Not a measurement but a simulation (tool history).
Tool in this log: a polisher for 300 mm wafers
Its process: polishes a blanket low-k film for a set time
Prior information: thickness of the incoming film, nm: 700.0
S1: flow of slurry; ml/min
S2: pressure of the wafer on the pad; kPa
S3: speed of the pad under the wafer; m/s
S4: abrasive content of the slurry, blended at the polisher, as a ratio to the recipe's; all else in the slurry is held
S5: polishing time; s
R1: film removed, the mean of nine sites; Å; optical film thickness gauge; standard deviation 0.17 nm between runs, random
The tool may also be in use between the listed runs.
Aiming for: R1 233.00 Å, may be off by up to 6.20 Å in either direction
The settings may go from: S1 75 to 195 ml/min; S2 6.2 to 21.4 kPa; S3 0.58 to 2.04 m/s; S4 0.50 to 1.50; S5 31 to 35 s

{"run": 1, "hour": 0.0, "S1": 125, "S2": 13.8, "S3": 1.3, "S4": 1.0, "S5": 35, "R1": 174.1}
{"run": 2, "hour": 8.3, "S1": 125, "S2": 13.8, "S3": 1.3, "S4": 0.9, "S5": 35, "R1": 169.03}
{"run": 3, "hour": 13.3, "S1": 140, "S2": 15.2, "S3": 1.3, "S4": 0.9, "S5": 35, "R1": 187.09}
{"run": 4, "hour": 15.3, "S1": 145, "S2": 15.9, "S3": 1.3, "S4": 0.9, "S5": 35, "R1": 199.29}
{"run": 5, "hour": 17.7, "S1": 145, "S2": 19.3, "S3": 1.3, "S4": 0.9, "S5": 35, "R1": 241.69}
{"run": 6, "hour": 22.2, "S1": 145, "S2": 17.2, "S3": 1.3, "S4": 0.9, "S5": 35, "R1": 217.12}
{"run": 7, "hour": 26.3, "S1": 145, "S2": 17.2, "S3": 1.3, "S4": 0.9, "S5": 35, "R1": 217.74}
{"run": 8, "hour": 29.1, "S1": 150, "S2": 17.2, "S3": 1.3, "S4": 0.9, "S5": 35, "R1": 217.64}
{"run": 9, "hour": 32.7, "S1": 150, "S2": 17.2, "S3": 1.3, "S4": 0.9, "S5": 35, "R1": 219.21}
{"run": 10, "hour": 40.1, "S1": 155, "S2": 17.2, "S3": 1.3, "S4": 0.9, "S5": 35, "R1": 218.73}

Of the 5 settings listed for the next run, only one would bring every result within its allowed miss of target. Which one?
{"run": "A", "hour": 47.5, "S1": 165, "S2": 16.5, "S3": 1.34, "S4": 1.05, "S5": 31, "R1": "?"}
{"run": "B", "hour": 47.5, "S1": 190, "S2": 15.9, "S3": 1.5, "S4": 0.95, "S5": 32, "R1": "?"}
{"run": "C", "hour": 47.5, "S1": 145, "S2": 20.0, "S3": 1.36, "S4": 0.95, "S5": 31, "R1": "?"}
{"run": "D", "hour": 47.5, "S1": 145, "S2": 16.5, "S3": 1.32, "S4": 1.05, "S5": 34, "R1": "?"}
{"run": "E", "hour": 47.5, "S1": 160, "S2": 17.2, "S3": 1.36, "S4": 0.9, "S5": 34, "R1": "?"}

move=A R1=201.00
move=B R1=215.67
move=C R1=231.69
move=D R1=212.87
move=E R1=219.91
A: lands further from the targets than the last run did
B: lands further from the targets than the last run did
C: every result within its allowed miss
D: lands further from the targets than the last run did
E: moves toward the targets from the last run without getting all of them in spec
C meets every target.
